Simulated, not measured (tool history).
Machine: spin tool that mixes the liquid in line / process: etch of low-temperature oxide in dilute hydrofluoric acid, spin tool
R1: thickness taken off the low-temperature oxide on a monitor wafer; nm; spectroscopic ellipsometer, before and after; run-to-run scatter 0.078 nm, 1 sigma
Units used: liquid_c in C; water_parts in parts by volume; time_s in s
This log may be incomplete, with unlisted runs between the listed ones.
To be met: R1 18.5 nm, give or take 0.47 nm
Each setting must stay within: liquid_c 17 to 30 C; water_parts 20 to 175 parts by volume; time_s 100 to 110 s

{"run": 1, "hour": 0.0, "liquid_c": 22, "water_parts": 95, "time_s": 100, "R1": 26.808}
{"run": 2, "hour": 5.3, "liquid_c": 22, "water_parts": 95, "time_s": 100, "R1": 26.878}
{"run": 3, "hour": 7.1, "liquid_c": 21, "water_parts": 100, "time_s": 100, "R1": 24.306}
{"run": 4, "hour": 14.1, "liquid_c": 21, "water_parts": 115, "time_s": 100, "R1": 20.771}
{"run": 5, "hour": 18.0, "liquid_c": 21, "water_parts": 115, "time_s": 100, "R1": 20.781}
{"run": 6, "hour": 20.1, "liquid_c": 21, "water_parts": 115, "time_s": 100, "R1": 20.76}
{"run": 7, "hour": 23.0, "liquid_c": 20.5, "water_parts": 115, "time_s": 100, "R1": 20.278}
{"run": 8, "hour": 28.3, "liquid_c": 20, "water_parts": 115, "time_s": 100, "R1": 19.851}

Which of these 5 next moves meets every target?
{"run": "A", "hour": 33.6, "liquid_c": 19.5, "water_parts": 115, "time_s": 110, "R1": "?"}
{"run": "B", "hour": 33.6, "liquid_c": 21.5, "water_parts": 130, "time_s": 110, "R1": "?"}
{"run": "C", "hour": 33.6, "liquid_c": 19.5, "water_parts": 120, "time_s": 100, "R1": "?"}
{"run": "D", "hour": 33.6, "liquid_c": 24, "water_parts": 135, "time_s": 100, "R1": "?"}
{"run": "E", "hour": 33.6, "liquid_c": 17.5, "water_parts": 95, "time_s": 100, "R1": "?"}

move=A R1=21.521
move=B R1=20.3
move=C R1=18.649
move=D R1=19.489
move=E R1=22.269
A: moves away from the targets compared with the last run
B: moves away from the targets compared with the last run
C: each result inside its tolerance
D: gains on the last run, yet a result remains outside its allowed miss
E: moves away from the targets compared with the last run
Go with C: it meets all targets.
